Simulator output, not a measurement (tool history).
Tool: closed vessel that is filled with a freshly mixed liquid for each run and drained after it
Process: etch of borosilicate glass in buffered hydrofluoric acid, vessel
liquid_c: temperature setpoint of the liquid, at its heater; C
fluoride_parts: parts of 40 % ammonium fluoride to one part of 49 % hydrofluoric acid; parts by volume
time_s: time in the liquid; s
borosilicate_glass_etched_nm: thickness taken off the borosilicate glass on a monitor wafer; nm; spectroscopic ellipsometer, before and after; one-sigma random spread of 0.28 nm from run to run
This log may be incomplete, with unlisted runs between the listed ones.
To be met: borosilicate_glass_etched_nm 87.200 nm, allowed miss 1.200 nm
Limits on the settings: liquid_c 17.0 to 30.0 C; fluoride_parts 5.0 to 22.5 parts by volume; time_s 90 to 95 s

run	day	liquid_c	fluoride_parts	time_s	borosilicate_glass_etched_nm
1	0.000	22.0	13.5	90	71.388
2	0.346	18.5	13.5	90	58.997
3	0.550	20.0	13.5	90	64.248
4	0.833	21.0	13.5	90	67.746
5	1.100	22.0	13.5	90	71.234
6	1.450	22.0	13.5	90	71.459
7	1.662	23.0	13.5	90	75.442
8	1.712	23.5	13.5	90	77.651
9	1.738	26.0	13.5	90	88.872

Which one of the following 4 next-run settings gets every result inside its allowed miss? There is exactly one.
A	1.762	25.0	13.0	90	?
B	1.762	26.0	15.0	95	?
C	1.762	24.5	13.0	95	?
D	1.762	26.0	14.0	95	?

move	borosilicate_glass_etched_nm
A	87.757
B	84.805
C	90.194
D	90.791
A: each result inside its tolerance
B: takes the biggest miss from the last run beyond its target
C: further off than the last run
D: further off than the last run
Correct choice: A, which meets every target
